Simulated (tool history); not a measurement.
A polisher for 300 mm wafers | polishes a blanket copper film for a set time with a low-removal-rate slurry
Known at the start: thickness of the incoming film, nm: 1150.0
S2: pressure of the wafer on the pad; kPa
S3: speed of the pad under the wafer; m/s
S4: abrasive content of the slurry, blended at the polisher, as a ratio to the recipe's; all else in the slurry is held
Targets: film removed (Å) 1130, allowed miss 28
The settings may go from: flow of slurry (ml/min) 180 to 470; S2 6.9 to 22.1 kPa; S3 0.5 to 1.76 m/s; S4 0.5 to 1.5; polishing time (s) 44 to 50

{"run": 1, "day": 0.0, "flow of slurry (ml/min)": 300, "S2": 14.5, "S3": 1.12, "S4": 1, "polishing time (s)": 50, "film removed (Å)": 1284.5}
{"run": 2, "day": 0.167, "flow of slurry (ml/min)": 295, "S2": 13.1, "S3": 1.12, "S4": 1, "polishing time (s)": 50, "film removed (Å)": 1180.5}
{"run": 3, "day": 0.225, "flow of slurry (ml/min)": 295, "S2": 10.3, "S3": 1.12, "S4": 1, "polishing time (s)": 50, "film removed (Å)": 927.35}
{"run": 4, "day": 0.512, "flow of slurry (ml/min)": 245, "S2": 10.3, "S3": 1.12, "S4": 1, "polishing time (s)": 50, "film removed (Å)": 930.37}
{"run": 5, "day": 0.567, "flow of slurry (ml/min)": 245, "S2": 11, "S3": 1.12, "S4": 1, "polishing time (s)": 50, "film removed (Å)": 975.12}
{"run": 6, "day": 0.938, "flow of slurry (ml/min)": 245, "S2": 11, "S3": 0.92, "S4": 1, "polishing time (s)": 50, "film removed (Å)": 806.86}
{"run": 7, "day": 1.075, "flow of slurry (ml/min)": 245, "S2": 11.7, "S3": 0.92, "S4": 1, "polishing time (s)": 50, "film removed (Å)": 854.08}
{"run": 8, "day": 1.196, "flow of slurry (ml/min)": 245, "S2": 12.4, "S3": 0.92, "S4": 1, "polishing time (s)": 50, "film removed (Å)": 902.68}
{"run": 9, "day": 1.321, "flow of slurry (ml/min)": 245, "S2": 13.1, "S3": 0.92, "S4": 1, "polishing time (s)": 50, "film removed (Å)": 964.14}
{"run": 10, "day": 1.396, "flow of slurry (ml/min)": 245, "S2": 14.5, "S3": 0.92, "S4": 1, "polishing time (s)": 50, "film removed (Å)": 1047}

Which of these 4 next moves meets every target?
{"run": "A", "day": 1.471, "flow of slurry (ml/min)": 325, "S2": 11.7, "S3": 1.46, "S4": 0.8, "polishing time (s)": 45, "film removed (Å)": "?"}
{"run": "B", "day": 1.471, "flow of slurry (ml/min)": 220, "S2": 16.5, "S3": 0.78, "S4": 0.9, "polishing time (s)": 50, "film removed (Å)": "?"}
{"run": "C", "day": 1.471, "flow of slurry (ml/min)": 180, "S2": 15.9, "S3": 0.96, "S4": 1, "polishing time (s)": 50, "film removed (Å)": "?"}
{"run": "D", "day": 1.471, "flow of slurry (ml/min)": 225, "S2": 14.5, "S3": 1.02, "S4": 1, "polishing time (s)": 49, "film removed (Å)": "?"}

move=A film_removed_(Å)=1191.2
move=B film_removed_(Å)=999.65
move=C film_removed_(Å)=1173.7
move=D film_removed_(Å)=1134.5
A: takes the result that was furthest off past its target
B: further off than the last run
C: takes the result that was furthest off past its target
D: meets every target
Move D is the one to make.
